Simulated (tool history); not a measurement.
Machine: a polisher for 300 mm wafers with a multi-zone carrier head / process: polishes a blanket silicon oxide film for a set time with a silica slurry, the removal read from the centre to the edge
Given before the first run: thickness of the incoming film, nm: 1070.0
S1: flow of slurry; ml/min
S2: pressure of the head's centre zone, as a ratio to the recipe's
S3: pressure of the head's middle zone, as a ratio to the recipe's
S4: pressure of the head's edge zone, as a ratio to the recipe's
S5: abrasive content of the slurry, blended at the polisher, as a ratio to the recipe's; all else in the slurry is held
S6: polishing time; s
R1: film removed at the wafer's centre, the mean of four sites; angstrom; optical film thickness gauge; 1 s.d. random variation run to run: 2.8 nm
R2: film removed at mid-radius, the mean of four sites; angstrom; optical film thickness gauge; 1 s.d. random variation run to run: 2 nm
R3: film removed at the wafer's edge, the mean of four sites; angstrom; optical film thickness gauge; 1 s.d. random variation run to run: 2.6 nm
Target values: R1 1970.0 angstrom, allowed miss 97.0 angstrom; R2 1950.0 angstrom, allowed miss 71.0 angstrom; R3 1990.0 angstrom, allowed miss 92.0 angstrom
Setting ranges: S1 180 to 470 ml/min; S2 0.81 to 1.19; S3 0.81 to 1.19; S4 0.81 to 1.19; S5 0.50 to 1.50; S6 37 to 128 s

{"run": 1, "hour": 0.0, "S1": 300, "S2": 1.0, "S3": 1.0, "S4": 1.0, "S5": 1.0, "S6": 82, "R1": 3786.2, "R2": 3673.0, "R3": 3501.9}
{"run": 2, "hour": 4.0, "S1": 300, "S2": 1.0, "S3": 1.0, "S4": 0.96, "S5": 1.0, "S6": 82, "R1": 3672.4, "R2": 3735.1, "R3": 3506.0}
{"run": 3, "hour": 6.0, "S1": 295, "S2": 0.99, "S3": 0.98, "S4": 0.96, "S5": 0.9, "S6": 77, "R1": 3257.7, "R2": 3212.3, "R3": 3059.4}
{"run": 4, "hour": 11.3, "S1": 335, "S2": 0.99, "S3": 0.98, "S4": 0.96, "S5": 0.9, "S6": 77, "R1": 3306.2, "R2": 3211.5, "R3": 3080.6}
{"run": 5, "hour": 15.1, "S1": 275, "S2": 0.99, "S3": 0.98, "S4": 0.96, "S5": 0.9, "S6": 77, "R1": 3192.3, "R2": 3096.5, "R3": 3116.9}
{"run": 6, "hour": 18.9, "S1": 275, "S2": 0.99, "S3": 0.9, "S4": 0.96, "S5": 0.9, "S6": 77, "R1": 3139.2, "R2": 2895.0, "R3": 3082.9}
{"run": 7, "hour": 25.8, "S1": 285, "S2": 0.98, "S3": 0.9, "S4": 0.95, "S5": 0.85, "S6": 74, "R1": 2904.7, "R2": 2722.9, "R3": 2837.6}
{"run": 8, "hour": 31.3, "S1": 285, "S2": 0.98, "S3": 0.9, "S4": 0.95, "S5": 0.85, "S6": 74, "R1": 2931.8, "R2": 2676.9, "R3": 2788.2}
{"run": 9, "hour": 34.8, "S1": 285, "S2": 0.96, "S3": 0.89, "S4": 0.93, "S5": 0.8, "S6": 73, "R1": 2724.5, "R2": 2519.7, "R3": 2576.6}
{"run": 10, "hour": 41.6, "S1": 265, "S2": 0.86, "S3": 0.81, "S4": 0.88, "S5": 0.55, "S6": 71, "R1": 1412.3, "R2": 1400.0, "R3": 1534.8}
{"run": 11, "hour": 48.6, "S1": 275, "S2": 0.88, "S3": 0.83, "S4": 0.9, "S5": 0.55, "S6": 71, "R1": 1457.8, "R2": 1444.6, "R3": 1559.6}
{"run": 12, "hour": 57.5, "S1": 275, "S2": 0.88, "S3": 0.83, "S4": 0.9, "S5": 0.55, "S6": 71, "R1": 1489.7, "R2": 1425.5, "R3": 1527.5}
{"run": 13, "hour": 60.4, "S1": 260, "S2": 0.89, "S3": 0.86, "S4": 0.92, "S5": 0.55, "S6": 71, "R1": 1516.2, "R2": 1483.3, "R3": 1574.3}
{"run": 14, "hour": 69.0, "S1": 270, "S2": 0.9, "S3": 0.88, "S4": 0.95, "S5": 0.55, "S6": 71, "R1": 1491.3, "R2": 1512.8, "R3": 1589.7}
{"run": 15, "hour": 75.2, "S1": 275, "S2": 0.92, "S3": 0.89, "S4": 0.97, "S5": 0.55, "S6": 71, "R1": 1572.2, "R2": 1510.2, "R3": 1587.3}
{"run": 16, "hour": 80.9, "S1": 260, "S2": 0.92, "S3": 0.9, "S4": 0.96, "S5": 0.55, "S6": 71, "R1": 1504.1, "R2": 1518.3, "R3": 1595.5}
{"run": 17, "hour": 87.6, "S1": 260, "S2": 0.94, "S3": 0.91, "S4": 0.97, "S5": 0.55, "S6": 71, "R1": 1583.6, "R2": 1513.5, "R3": 1560.2}
{"run": 18, "hour": 93.5, "S1": 285, "S2": 0.94, "S3": 0.91, "S4": 0.97, "S5": 0.55, "S6": 71, "R1": 1607.7, "R2": 1588.7, "R3": 1626.6}
{"run": 19, "hour": 99.1, "S1": 300, "S2": 0.94, "S3": 0.91, "S4": 0.98, "S5": 0.55, "S6": 71, "R1": 1615.3, "R2": 1570.8, "R3": 1643.4}
{"run": 20, "hour": 104.1, "S1": 315, "S2": 0.94, "S3": 0.92, "S4": 0.98, "S5": 0.55, "S6": 71, "R1": 1623.6, "R2": 1599.3, "R3": 1628.7}
{"run": 21, "hour": 109.0, "S1": 310, "S2": 0.94, "S3": 0.93, "S4": 0.98, "S5": 0.55, "S6": 71, "R1": 1611.6, "R2": 1625.2, "R3": 1637.6}

Consider the 4 candidate settings below. Which is the only one whose results all fall within their allowed miss of target?
{"run": "A", "hour": 113.9, "S1": 380, "S2": 0.94, "S3": 0.93, "S4": 1.0, "S5": 0.65, "S6": 67, "R1": "?", "R2": "?", "R3": "?"}
{"run": "B", "hour": 113.9, "S1": 330, "S2": 0.87, "S3": 1.01, "S4": 1.02, "S5": 0.65, "S6": 69, "R1": "?", "R2": "?", "R3": "?"}
{"run": "C", "hour": 113.9, "S1": 310, "S2": 0.99, "S3": 0.95, "S4": 0.99, "S5": 0.5, "S6": 74, "R1": "?", "R2": "?", "R3": "?"}
{"run": "D", "hour": 113.9, "S1": 385, "S2": 0.89, "S3": 1.19, "S4": 0.83, "S5": 0.55, "S6": 71, "R1": "?", "R2": "?", "R3": "?"}

move=A R1=1951.3 R2=1942.2 R3=2002.2
move=B R1=1834.3 R2=2118.0 R3=2059.8
move=C R1=1446.4 R2=1393.2 R3=1410.0
move=D R1=1533.9 R2=1986.9 R3=1517.4
A: in spec on every target
B: carries the result that was furthest off beyond its target, to the other side
C: further off than the last run
D: the worst result of the last run now meets its target, but another is out of spec
Answer: A
